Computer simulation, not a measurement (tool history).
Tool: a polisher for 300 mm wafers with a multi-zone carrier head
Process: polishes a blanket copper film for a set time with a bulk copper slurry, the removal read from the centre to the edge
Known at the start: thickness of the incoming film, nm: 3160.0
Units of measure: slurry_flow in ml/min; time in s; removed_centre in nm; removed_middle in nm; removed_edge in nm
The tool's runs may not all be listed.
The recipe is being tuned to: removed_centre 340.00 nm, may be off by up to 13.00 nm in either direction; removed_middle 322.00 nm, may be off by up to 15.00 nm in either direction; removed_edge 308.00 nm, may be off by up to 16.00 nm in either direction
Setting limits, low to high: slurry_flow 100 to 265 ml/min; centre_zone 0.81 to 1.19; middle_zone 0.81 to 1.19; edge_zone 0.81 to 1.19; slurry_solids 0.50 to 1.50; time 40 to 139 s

{"run": 1, "day": 0.0, "slurry_flow": 170, "centre_zone": 1.0, "middle_zone": 1.0, "edge_zone": 1.0, "slurry_solids": 1.0, "time": 89, "removed_centre": 521.93, "removed_middle": 515.85, "removed_edge": 530.54}
{"run": 2, "day": 0.071, "slurry_flow": 170, "centre_zone": 1.0, "middle_zone": 1.03, "edge_zone": 1.0, "slurry_solids": 1.0, "time": 89, "removed_centre": 510.17, "removed_middle": 527.59, "removed_edge": 505.9}
{"run": 3, "day": 0.096, "slurry_flow": 170, "centre_zone": 1.0, "middle_zone": 1.03, "edge_zone": 1.0, "slurry_solids": 0.9, "time": 89, "removed_centre": 514.69, "removed_middle": 511.01, "removed_edge": 490.5}
{"run": 4, "day": 0.392, "slurry_flow": 165, "centre_zone": 0.98, "middle_zone": 1.02, "edge_zone": 0.99, "slurry_solids": 0.8, "time": 83, "removed_centre": 444.25, "removed_middle": 470.43, "removed_edge": 447.5}
{"run": 5, "day": 0.742, "slurry_flow": 165, "centre_zone": 0.98, "middle_zone": 1.02, "edge_zone": 0.99, "slurry_solids": 0.95, "time": 83, "removed_centre": 457.23, "removed_middle": 472.96, "removed_edge": 457.69}
{"run": 6, "day": 1.062, "slurry_flow": 165, "centre_zone": 0.98, "middle_zone": 1.02, "edge_zone": 0.99, "slurry_solids": 0.95, "time": 94, "removed_centre": 533.24, "removed_middle": 529.75, "removed_edge": 537.12}
{"run": 7, "day": 1.342, "slurry_flow": 155, "centre_zone": 0.99, "middle_zone": 1.0, "edge_zone": 0.96, "slurry_solids": 0.85, "time": 87, "removed_centre": 477.78, "removed_middle": 468.13, "removed_edge": 468.32}
{"run": 8, "day": 1.679, "slurry_flow": 145, "centre_zone": 0.99, "middle_zone": 0.99, "edge_zone": 0.93, "slurry_solids": 0.75, "time": 83, "removed_centre": 440.56, "removed_middle": 435.56, "removed_edge": 421.27}
{"run": 9, "day": 1.988, "slurry_flow": 140, "centre_zone": 0.99, "middle_zone": 0.98, "edge_zone": 0.91, "slurry_solids": 0.7, "time": 79, "removed_centre": 404.25, "removed_middle": 391.12, "removed_edge": 400.99}
{"run": 10, "day": 2.104, "slurry_flow": 140, "centre_zone": 1.0, "middle_zone": 0.99, "edge_zone": 0.89, "slurry_solids": 0.65, "time": 76, "removed_centre": 386.19, "removed_middle": 382.42, "removed_edge": 372.7}
{"run": 11, "day": 2.475, "slurry_flow": 140, "centre_zone": 1.01, "middle_zone": 0.99, "edge_zone": 0.88, "slurry_solids": 0.6, "time": 74, "removed_centre": 375.91, "removed_middle": 366.3, "removed_edge": 357.83}
{"run": 12, "day": 2.571, "slurry_flow": 140, "centre_zone": 1.02, "middle_zone": 0.99, "edge_zone": 0.87, "slurry_solids": 0.6, "time": 72, "removed_centre": 370.93, "removed_middle": 352.42, "removed_edge": 343.6}
{"run": 13, "day": 2.867, "slurry_flow": 140, "centre_zone": 1.02, "middle_zone": 0.99, "edge_zone": 0.87, "slurry_solids": 0.6, "time": 72, "removed_centre": 365.4, "removed_middle": 359.84, "removed_edge": 343.11}
{"run": 14, "day": 2.983, "slurry_flow": 140, "centre_zone": 1.03, "middle_zone": 0.98, "edge_zone": 0.86, "slurry_solids": 0.6, "time": 71, "removed_centre": 373.64, "removed_middle": 347.65, "removed_edge": 342.92}
{"run": 15, "day": 3.35, "slurry_flow": 140, "centre_zone": 1.03, "middle_zone": 0.98, "edge_zone": 0.85, "slurry_solids": 0.6, "time": 70, "removed_centre": 359.14, "removed_middle": 335.74, "removed_edge": 339.9}
{"run": 16, "day": 3.712, "slurry_flow": 135, "centre_zone": 1.07, "middle_zone": 1.04, "edge_zone": 0.81, "slurry_solids": 0.5, "time": 64, "removed_centre": 328.55, "removed_middle": 312.35, "removed_edge": 280.78}

Exactly one of the 4 candidate moves below puts every result within its allowed miss. Which one?
{"run": "A", "day": 4.075, "slurry_flow": 130, "centre_zone": 1.04, "middle_zone": 0.96, "edge_zone": 0.85, "slurry_solids": 0.55, "time": 62, "removed_centre": "?", "removed_middle": "?", "removed_edge": "?"}
{"run": "B", "day": 4.075, "slurry_flow": 190, "centre_zone": 1.06, "middle_zone": 1.05, "edge_zone": 0.81, "slurry_solids": 0.5, "time": 58, "removed_centre": "?", "removed_middle": "?", "removed_edge": "?"}
{"run": "C", "day": 4.075, "slurry_flow": 135, "centre_zone": 1.06, "middle_zone": 0.99, "edge_zone": 0.81, "slurry_solids": 0.5, "time": 68, "removed_centre": "?", "removed_middle": "?", "removed_edge": "?"}
{"run": "D", "day": 4.075, "slurry_flow": 100, "centre_zone": 0.97, "middle_zone": 0.85, "edge_zone": 0.92, "slurry_solids": 0.55, "time": 73, "removed_centre": "?", "removed_middle": "?", "removed_edge": "?"}

move=A removed_centre=312.90 removed_middle=282.43 removed_edge=285.08
move=B removed_centre=308.42 removed_middle=292.57 removed_edge=265.66
move=C removed_centre=343.96 removed_middle=312.25 removed_edge=301.91
move=D removed_centre=328.54 removed_middle=289.34 removed_edge=335.82
A: moves away from the targets compared with the last run
B: moves away from the targets compared with the last run
C: meets every target
D: moves the result that the last run missed by most past its target, out the other side
Answer: C

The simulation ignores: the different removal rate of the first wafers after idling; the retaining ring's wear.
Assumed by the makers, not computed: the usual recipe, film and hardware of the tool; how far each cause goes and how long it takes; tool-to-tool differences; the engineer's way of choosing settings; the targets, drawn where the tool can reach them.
